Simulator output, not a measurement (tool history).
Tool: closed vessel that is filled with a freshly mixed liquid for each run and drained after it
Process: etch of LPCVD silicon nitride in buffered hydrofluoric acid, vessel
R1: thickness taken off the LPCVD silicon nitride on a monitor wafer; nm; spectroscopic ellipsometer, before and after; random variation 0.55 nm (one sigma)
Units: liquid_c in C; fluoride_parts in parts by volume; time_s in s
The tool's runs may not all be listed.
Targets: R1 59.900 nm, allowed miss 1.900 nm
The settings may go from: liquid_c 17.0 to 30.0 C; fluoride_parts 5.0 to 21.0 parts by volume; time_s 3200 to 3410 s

{"run": 1, "day": 0.0, "liquid_c": 22.0, "fluoride_parts": 13.0, "time_s": 3200, "R1": 32.312}
{"run": 2, "day": 0.383, "liquid_c": 22.0, "fluoride_parts": 13.0, "time_s": 3200, "R1": 33.03}
{"run": 3, "day": 0.612, "liquid_c": 24.5, "fluoride_parts": 12.0, "time_s": 3205, "R1": 40.182}
{"run": 4, "day": 0.8, "liquid_c": 22.0, "fluoride_parts": 12.0, "time_s": 3205, "R1": 35.33}
{"run": 5, "day": 0.967, "liquid_c": 24.5, "fluoride_parts": 11.5, "time_s": 3205, "R1": 42.246}
{"run": 6, "day": 1.092, "liquid_c": 26.5, "fluoride_parts": 11.0, "time_s": 3205, "R1": 49.235}
{"run": 7, "day": 1.433, "liquid_c": 27.5, "fluoride_parts": 11.0, "time_s": 3205, "R1": 51.469}
{"run": 8, "day": 1.579, "liquid_c": 28.5, "fluoride_parts": 11.0, "time_s": 3205, "R1": 54.877}
{"run": 9, "day": 1.933, "liquid_c": 29.0, "fluoride_parts": 11.0, "time_s": 3205, "R1": 56.69}
{"run": 10, "day": 2.1, "liquid_c": 29.5, "fluoride_parts": 11.0, "time_s": 3205, "R1": 57.489}

Which of these 4 next moves meets every target?
{"run": "A", "day": 2.267, "liquid_c": 30.0, "fluoride_parts": 11.5, "time_s": 3345, "R1": "?"}
{"run": "B", "day": 2.267, "liquid_c": 29.5, "fluoride_parts": 9.5, "time_s": 3200, "R1": "?"}
{"run": "C", "day": 2.267, "liquid_c": 27.5, "fluoride_parts": 10.5, "time_s": 3245, "R1": "?"}
{"run": "D", "day": 2.267, "liquid_c": 29.5, "fluoride_parts": 10.5, "time_s": 3355, "R1": "?"}

move=A R1=58.876
move=B R1=64.913
move=C R1=54.677
move=D R1=62.847
A: meets every target
B: takes the result that was furthest off past its target
C: further off than the last run
D: takes the result that was furthest off past its target
Answer: A
